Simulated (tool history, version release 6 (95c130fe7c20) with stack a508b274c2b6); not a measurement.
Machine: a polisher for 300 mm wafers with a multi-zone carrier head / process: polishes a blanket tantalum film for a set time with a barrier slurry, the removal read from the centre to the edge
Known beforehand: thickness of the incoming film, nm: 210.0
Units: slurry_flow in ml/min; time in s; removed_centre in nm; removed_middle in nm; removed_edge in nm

run 1 hour=0 | slurry_flow=180 centre_zone=1 middle_zone=1 edge_zone=1 slurry_solids=1 time=36 | removed_centre=69.505 removed_middle=73.319 removed_edge=68.681
run 2 hour=3.6 | slurry_flow=180 centre_zone=1 middle_zone=1 edge_zone=1.08 slurry_solids=1 time=36 | removed_centre=69.985 removed_middle=71.867 removed_edge=71.204
run 3 hour=5.5 | slurry_flow=185 centre_zone=1.01 middle_zone=1.01 edge_zone=1.09 slurry_solids=1.05 time=36 | removed_centre=71.197 removed_middle=73.975 removed_edge=72.095
run 4 hour=13 | slurry_flow=185 centre_zone=1.01 middle_zone=1.01 edge_zone=1.09 slurry_solids=0.95 time=36 | removed_centre=70.655 removed_middle=72.441 removed_edge=70.656
run 5 hour=17.9 | slurry_flow=190 centre_zone=1.02 middle_zone=1.01 edge_zone=1.1 slurry_solids=1 time=36 | removed_centre=71.969 removed_middle=73.737 removed_edge=71.721
run 6 hour=22.4 | slurry_flow=190 centre_zone=1.02 middle_zone=1.01 edge_zone=1.1 slurry_solids=1 time=43 | removed_centre=85.794 removed_middle=88.336 removed_edge=86.204
run 7 hour=23.1 | slurry_flow=195 centre_zone=1.03 middle_zone=1.01 edge_zone=1.1 slurry_solids=1 time=43 | removed_centre=87.231 removed_middle=88.047 removed_edge=87.324
run 8 hour=27.3 | slurry_flow=200 centre_zone=1.04 middle_zone=1.01 edge_zone=1.1 slurry_solids=1 time=43 | removed_centre=88.899 removed_middle=88.178 removed_edge=86.269

Run 9, settings as shown, results not yet in. Your forecast:
run 9 hour=35.7 | slurry_flow=205 centre_zone=1.04 middle_zone=1.01 edge_zone=1.11 slurry_solids=1 time=43 | removed_centre=? removed_middle=? removed_edge=?

{"run 9": {"removed_centre": 88.7, "removed_middle": 89.758, "removed_edge": 86.343}}

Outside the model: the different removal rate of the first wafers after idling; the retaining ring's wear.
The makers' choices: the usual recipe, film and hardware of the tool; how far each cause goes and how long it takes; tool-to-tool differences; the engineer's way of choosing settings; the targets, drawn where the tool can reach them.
